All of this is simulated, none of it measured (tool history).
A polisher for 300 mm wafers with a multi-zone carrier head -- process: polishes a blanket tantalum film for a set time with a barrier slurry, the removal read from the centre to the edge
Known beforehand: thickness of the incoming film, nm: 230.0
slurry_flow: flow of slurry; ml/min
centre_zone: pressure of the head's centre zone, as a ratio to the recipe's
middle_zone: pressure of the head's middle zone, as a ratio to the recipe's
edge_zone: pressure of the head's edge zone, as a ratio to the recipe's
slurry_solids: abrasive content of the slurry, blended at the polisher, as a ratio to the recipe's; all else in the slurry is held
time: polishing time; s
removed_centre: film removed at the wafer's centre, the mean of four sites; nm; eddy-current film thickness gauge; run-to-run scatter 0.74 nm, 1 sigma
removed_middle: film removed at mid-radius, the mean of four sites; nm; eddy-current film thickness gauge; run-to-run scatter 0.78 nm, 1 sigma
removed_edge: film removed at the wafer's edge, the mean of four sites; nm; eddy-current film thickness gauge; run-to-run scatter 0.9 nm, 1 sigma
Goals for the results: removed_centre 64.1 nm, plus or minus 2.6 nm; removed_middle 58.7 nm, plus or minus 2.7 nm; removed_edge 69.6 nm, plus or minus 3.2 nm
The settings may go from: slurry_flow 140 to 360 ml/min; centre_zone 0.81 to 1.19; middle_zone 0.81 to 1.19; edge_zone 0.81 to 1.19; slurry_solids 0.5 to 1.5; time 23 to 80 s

run,hour,slurry_flow,centre_zone,middle_zone,edge_zone,slurry_solids,time,removed_centre,removed_middle,removed_edge
1,0,230,1,1,1,1,51,88.337,89.57,88.373
2,4.8,225,0.99,0.97,1.01,0.9,50,81.342,82.488,83.784
3,5.5,220,0.99,0.94,1.02,0.85,49,77.839,75.168,80.972
4,6.7,220,0.99,0.94,1.02,0.65,49,67.449,66.391,69.801
5,10.1,220,0.93,0.94,1.02,0.65,49,61.798,64.865,70.526
6,10.8,220,0.94,0.92,1.02,0.65,49,64.604,63.007,70.127
7,18,220,0.94,0.91,1.02,0.65,49,63.358,65.24,70.268
8,25.5,215,0.95,0.89,1.04,0.65,49,63.598,62.138,70.306
9,34.3,215,0.95,0.88,1.04,0.65,49,64.391,63.212,69.516
10,37.4,210,0.95,0.87,1.07,0.65,49,63.086,62.262,70.402
11,38.8,205,0.98,0.81,1.06,0.6,49,60.623,54.906,66.43
12,40.8,210,0.98,0.82,1.07,0.6,49,61.957,55.808,65.748

Consider the 5 candidate settings below. Which is the only one whose results all fall within their allowed miss of target?
A,42.8,225,0.98,0.94,1.06,0.65,44,?,?,?
B,42.8,280,1.07,0.87,1.05,0.55,48,?,?,?
C,42.8,155,0.9,0.84,1.05,0.55,57,?,?,?
D,42.8,185,1.06,0.81,0.96,0.7,49,?,?,?
E,42.8,180,1.02,0.89,1.18,0.55,53,?,?,?

move,removed_centre,removed_middle,removed_edge
A,57.856,60.131,63.166
B,62.18,55.324,61.436
C,57.058,59.306,69.056
D,71.051,60.561,69.381
E,61.729,59.082,68.915
A: further off than the last run
B: further off than the last run
C: the furthest-off result lands on target, but another misses its tolerance
D: the furthest-off result lands on target, but another misses its tolerance
E: all results in spec
Correct choice: E, which meets every target
